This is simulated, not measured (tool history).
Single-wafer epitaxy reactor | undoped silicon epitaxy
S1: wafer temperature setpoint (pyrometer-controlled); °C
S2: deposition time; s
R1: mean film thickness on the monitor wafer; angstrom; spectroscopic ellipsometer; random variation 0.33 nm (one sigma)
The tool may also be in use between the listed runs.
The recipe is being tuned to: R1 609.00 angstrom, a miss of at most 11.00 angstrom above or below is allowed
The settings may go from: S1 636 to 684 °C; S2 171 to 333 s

{"run": 1, "hour": 0.0, "S1": 660, "S2": 252, "R1": 548.54}
{"run": 2, "hour": 6.7, "S1": 660, "S2": 273, "R1": 595.65}
{"run": 3, "hour": 11.5, "S1": 668, "S2": 273, "R1": 713.93}
{"run": 4, "hour": 18.9, "S1": 667, "S2": 273, "R1": 693.09}
{"run": 5, "hour": 26.8, "S1": 667, "S2": 297, "R1": 760.32}
{"run": 6, "hour": 33.8, "S1": 667, "S2": 319, "R1": 811.18}
{"run": 7, "hour": 35.2, "S1": 665, "S2": 319, "R1": 778.23}
{"run": 8, "hour": 40.1, "S1": 665, "S2": 319, "R1": 772.89}
{"run": 9, "hour": 45.5, "S1": 665, "S2": 319, "R1": 778.56}
{"run": 10, "hour": 51.6, "S1": 663, "S2": 319, "R1": 745.21}
{"run": 11, "hour": 55.7, "S1": 663, "S2": 319, "R1": 745.08}
{"run": 12, "hour": 64.1, "S1": 662, "S2": 319, "R1": 726.42}
{"run": 13, "hour": 72.2, "S1": 661, "S2": 319, "R1": 712.88}
{"run": 14, "hour": 73.8, "S1": 660, "S2": 319, "R1": 701.63}
{"run": 15, "hour": 82.5, "S1": 659, "S2": 319, "R1": 679.72}
{"run": 16, "hour": 84.6, "S1": 658, "S2": 319, "R1": 674.55}
{"run": 17, "hour": 85.3, "S1": 657, "S2": 319, "R1": 654.61}
{"run": 18, "hour": 93.4, "S1": 655, "S2": 319, "R1": 622.32}

5 next moves are on the table. One of them brings every result within its allowed miss. Which?
{"run": "A", "hour": 101.5, "S1": 656, "S2": 317, "R1": "?"}
{"run": "B", "hour": 101.5, "S1": 654, "S2": 329, "R1": "?"}
{"run": "C", "hour": 101.5, "S1": 656, "S2": 305, "R1": "?"}
{"run": "D", "hour": 101.5, "S1": 657, "S2": 313, "R1": "?"}
{"run": "E", "hour": 101.5, "S1": 653, "S2": 310, "R1": "?"}

move=A R1=629.97
move=B R1=625.58
move=C R1=606.12
move=D R1=635.85
move=E R1=576.55
A: misses by more than the last run did
B: misses by more than the last run did
C: all results in spec
D: misses by more than the last run did
E: pushes the last run's worst result past its target
Answer: C
